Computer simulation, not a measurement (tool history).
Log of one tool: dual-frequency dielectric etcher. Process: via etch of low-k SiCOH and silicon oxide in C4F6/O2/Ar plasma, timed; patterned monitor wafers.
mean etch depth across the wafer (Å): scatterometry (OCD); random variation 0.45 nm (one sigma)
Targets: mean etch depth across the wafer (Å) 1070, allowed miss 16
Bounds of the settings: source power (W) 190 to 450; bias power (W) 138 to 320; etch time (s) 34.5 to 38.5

| run | hour | source power (W) | bias power (W) | etch time (s) | mean etch depth across the wafer (Å) |
|---|---|---|---|---|---|
| 1 | 0 | 320 | 229 | 38.5 | 973.25 |
| 2 | 7.4 | 320 | 229 | 34.5 | 875.1 |
| 3 | 14.7 | 340 | 235 | 34.5 | 883.93 |
| 4 | 17.2 | 390 | 235 | 34.5 | 916.17 |
| 5 | 19.4 | 390 | 235 | 34.5 | 911.67 |
| 6 | 21.3 | 390 | 248 | 35 | 939.8 |
| 7 | 27.2 | 450 | 292 | 35.5 | 1033.4 |
| 8 | 29.8 | 450 | 316 | 36.5 | 1093.9 |
| 9 | 33.5 | 450 | 315 | 36.5 | 1092.2 |

5 next moves are on the table. One of them brings every result within its allowed miss. Which?
| A | 37.2 | 450 | 319 | 36.5 | ? |
| B | 37.2 | 450 | 306 | 36 | ? |
| C | 37.2 | 410 | 320 | 38.5 | ? |
| D | 37.2 | 450 | 319 | 37 | ? |
| E | 37.2 | 410 | 319 | 38 | ? |

| move | mean etch depth across the wafer (Å) |
|---|---|
| A | 1095.7 |
| B | 1066.9 |
| C | 1132.5 |
| D | 1110.7 |
| E | 1116.8 |
A: further off than the last run
B: meets every target
C: further off than the last run
D: further off than the last run
E: further off than the last run
The right move is B.
